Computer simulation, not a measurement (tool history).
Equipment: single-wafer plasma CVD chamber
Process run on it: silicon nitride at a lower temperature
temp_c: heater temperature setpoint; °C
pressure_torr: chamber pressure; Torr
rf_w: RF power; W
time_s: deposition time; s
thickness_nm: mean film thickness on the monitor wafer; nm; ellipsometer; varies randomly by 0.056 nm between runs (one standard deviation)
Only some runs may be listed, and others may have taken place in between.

run 1 hour=0 | temp_c=345 pressure_torr=2.08 rf_w=225 time_s=27 | thickness_nm=27.917
run 2 hour=4.7 | temp_c=345 pressure_torr=2.02 rf_w=225 time_s=27 | thickness_nm=27.672
run 3 hour=12.6 | temp_c=345 pressure_torr=2.33 rf_w=225 time_s=27 | thickness_nm=28.853
run 4 hour=15.8 | temp_c=338 pressure_torr=2.33 rf_w=225 time_s=27 | thickness_nm=28.826
run 5 hour=20.8 | temp_c=338 pressure_torr=2.33 rf_w=215 time_s=27 | thickness_nm=28.08
run 6 hour=25.6 | temp_c=338 pressure_torr=2.63 rf_w=215 time_s=27 | thickness_nm=28.828
-- hour=27.8 capacitance manometer re-zeroed and calibrated
run 7 hour=27.8 | temp_c=338 pressure_torr=2.55 rf_w=215 time_s=27 | thickness_nm=28.259
run 8 hour=36.7 | temp_c=338 pressure_torr=2.49 rf_w=215 time_s=27 | thickness_nm=28.03
run 9 hour=43.4 | temp_c=338 pressure_torr=2.43 rf_w=215 time_s=27 | thickness_nm=27.867
run 10 hour=45 | temp_c=338 pressure_torr=2.37 rf_w=215 time_s=27 | thickness_nm=27.737
run 11 hour=51.6 | temp_c=338 pressure_torr=2.32 rf_w=215 time_s=27 | thickness_nm=27.641

Forecast run 12:
run 12 hour=58.6 | temp_c=338 pressure_torr=2.32 rf_w=215 time_s=27 | thickness_nm=?

thickness_nm: 27.532 nm

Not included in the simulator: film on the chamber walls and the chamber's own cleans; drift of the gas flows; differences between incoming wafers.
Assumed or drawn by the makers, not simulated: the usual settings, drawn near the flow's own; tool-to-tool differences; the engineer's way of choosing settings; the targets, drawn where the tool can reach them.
